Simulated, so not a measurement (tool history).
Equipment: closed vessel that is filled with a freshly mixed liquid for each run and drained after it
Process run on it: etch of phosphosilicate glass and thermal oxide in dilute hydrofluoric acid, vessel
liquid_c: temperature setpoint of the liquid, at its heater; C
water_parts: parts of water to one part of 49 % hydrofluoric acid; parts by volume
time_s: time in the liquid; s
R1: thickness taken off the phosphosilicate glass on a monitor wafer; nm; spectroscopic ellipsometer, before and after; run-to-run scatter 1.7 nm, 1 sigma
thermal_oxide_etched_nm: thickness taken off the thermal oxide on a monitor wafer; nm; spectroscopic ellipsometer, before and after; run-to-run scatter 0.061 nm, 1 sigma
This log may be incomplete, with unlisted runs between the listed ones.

{"run": 1, "hour": 0.0, "liquid_c": 20.0, "water_parts": 75, "time_s": 60, "R1": 130.99, "thermal_oxide_etched_nm": 3.9323}
{"run": 2, "hour": 3.2, "liquid_c": 20.0, "water_parts": 75, "time_s": 40, "R1": 88.227, "thermal_oxide_etched_nm": 2.6418}
{"run": 3, "hour": 4.7, "liquid_c": 20.0, "water_parts": 75, "time_s": 30, "R1": 66.73, "thermal_oxide_etched_nm": 2.0311}
{"run": 4, "hour": 7.3, "liquid_c": 22.0, "water_parts": 65, "time_s": 30, "R1": 83.617, "thermal_oxide_etched_nm": 2.493}
{"run": 5, "hour": 14.3, "liquid_c": 22.0, "water_parts": 80, "time_s": 30, "R1": 67.602, "thermal_oxide_etched_nm": 1.9822}
{"run": 6, "hour": 16.6, "liquid_c": 23.5, "water_parts": 80, "time_s": 30, "R1": 70.11, "thermal_oxide_etched_nm": 2.0761}
{"run": 7, "hour": 21.1, "liquid_c": 24.5, "water_parts": 65, "time_s": 30, "R1": 94.144, "thermal_oxide_etched_nm": 2.8196}
{"run": 8, "hour": 23.6, "liquid_c": 25.5, "water_parts": 55, "time_s": 30, "R1": 114.69, "thermal_oxide_etched_nm": 3.4553}
{"run": 9, "hour": 27.7, "liquid_c": 26.0, "water_parts": 50, "time_s": 30, "R1": 129.84, "thermal_oxide_etched_nm": 3.9083}

Run 10 has not been measured yet. What should we expect?
{"run": 10, "hour": 36.6, "liquid_c": 26.5, "water_parts": 45, "time_s": 30, "R1": "?", "thermal_oxide_etched_nm": "?"}

{"run 10": {"R1": 146.98, "thermal_oxide_etched_nm": 4.4842}}
